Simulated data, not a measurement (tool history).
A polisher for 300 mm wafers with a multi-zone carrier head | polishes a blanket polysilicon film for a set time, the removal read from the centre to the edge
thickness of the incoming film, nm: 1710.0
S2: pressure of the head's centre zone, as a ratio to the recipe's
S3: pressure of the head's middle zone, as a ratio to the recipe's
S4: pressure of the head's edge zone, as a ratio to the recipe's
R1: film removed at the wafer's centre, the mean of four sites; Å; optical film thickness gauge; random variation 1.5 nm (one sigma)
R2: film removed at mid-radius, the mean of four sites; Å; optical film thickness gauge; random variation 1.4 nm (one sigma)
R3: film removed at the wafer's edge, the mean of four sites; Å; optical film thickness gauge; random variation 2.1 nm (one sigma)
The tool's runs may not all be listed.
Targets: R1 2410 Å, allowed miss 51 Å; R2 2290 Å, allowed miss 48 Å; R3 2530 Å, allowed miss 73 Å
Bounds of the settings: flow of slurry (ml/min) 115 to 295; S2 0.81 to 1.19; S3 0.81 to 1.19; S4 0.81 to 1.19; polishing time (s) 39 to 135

Run 1, hour 0: flow of slurry (ml/min) 190, S2 1, S3 1, S4 1, polishing time (s) 87. Result: R1 4244.3 Å, R2 4170.1 Å, R3 4243.3 Å.
Run 2, hour 7.2: flow of slurry (ml/min) 190, S2 1, S3 1, S4 1, polishing time (s) 98. Result: R1 4769.2 Å, R2 4730.3 Å, R3 4748.4 Å.
Run 3, hour 10.8: flow of slurry (ml/min) 190, S2 1, S3 1, S4 1.05, polishing time (s) 98. Result: R1 4744.9 Å, R2 4668.8 Å, R3 4847.7 Å.
Run 4, hour 15.5: flow of slurry (ml/min) 180, S2 0.98, S3 0.96, S4 1, polishing time (s) 84. Result: R1 3940.6 Å, R2 3889.2 Å, R3 4034.6 Å.
Run 5, hour 21.7: flow of slurry (ml/min) 170, S2 0.97, S3 0.92, S4 0.98, polishing time (s) 74. Result: R1 3438.7 Å, R2 3291.4 Å, R3 3493.7 Å.
Run 6, hour 25.6: flow of slurry (ml/min) 170, S2 0.97, S3 0.84, S4 0.98, polishing time (s) 74. Result: R1 3425.5 Å, R2 3017.5 Å, R3 3522.9 Å.
Run 7, hour 27.1: flow of slurry (ml/min) 135, S2 0.87, S3 0.82, S4 0.88, polishing time (s) 50. Result: R1 1961.3 Å, R2 1931.7 Å, R3 2178.7 Å.
Run 8, hour 29: flow of slurry (ml/min) 170, S2 0.88, S3 0.82, S4 0.88, polishing time (s) 50. Result: R1 2101.2 Å, R2 2027.5 Å, R3 2218.9 Å.
Run 9, hour 32.4: flow of slurry (ml/min) 190, S2 0.88, S3 0.82, S4 0.91, polishing time (s) 50. Result: R1 2143.1 Å, R2 2048.2 Å, R3 2327.4 Å.
Run 10, hour 33.3: flow of slurry (ml/min) 210, S2 0.89, S3 0.83, S4 0.92, polishing time (s) 50. Result: R1 2224.1 Å, R2 2086.1 Å, R3 2330.2 Å.
Run 11, hour 34.8: flow of slurry (ml/min) 215, S2 0.9, S3 0.85, S4 0.94, polishing time (s) 50. Result: R1 2216.3 Å, R2 2157 Å, R3 2384.8 Å.
Run 12, hour 41.7: flow of slurry (ml/min) 215, S2 0.9, S3 0.85, S4 0.94, polishing time (s) 50. Result: R1 2218.8 Å, R2 2173.3 Å, R3 2359.4 Å.

Which of these 4 next moves meets every target?
Run A, hour 48.6: flow of slurry (ml/min) 270, S2 0.97, S3 0.95, S4 0.9, polishing time (s) 50. Result: R1 ?, R2 ?, R3 ?.
Run B, hour 48.6: flow of slurry (ml/min) 225, S2 0.89, S3 0.82, S4 0.89, polishing time (s) 54. Result: R1 ?, R2 ?, R3 ?.
Run C, hour 48.6: flow of slurry (ml/min) 230, S2 0.94, S3 0.96, S4 0.91, polishing time (s) 51. Result: R1 ?, R2 ?, R3 ?.
Run D, hour 48.6: flow of slurry (ml/min) 240, S2 0.96, S3 0.89, S4 0.84, polishing time (s) 52. Result: R1 ?, R2 ?, R3 ?.

move      R1      R2      R3
   A    2506  2424.2  2358.8
   B  2419.1    2278    2497
   C  2424.3  2446.8  2383.2
   D  2538.9  2359.8  2355.1
A: takes the result that was furthest off past its target
B: meets every target
C: brings the result that was furthest off to its target, and leaves another outside
D: takes the result that was furthest off past its target
Answer: B
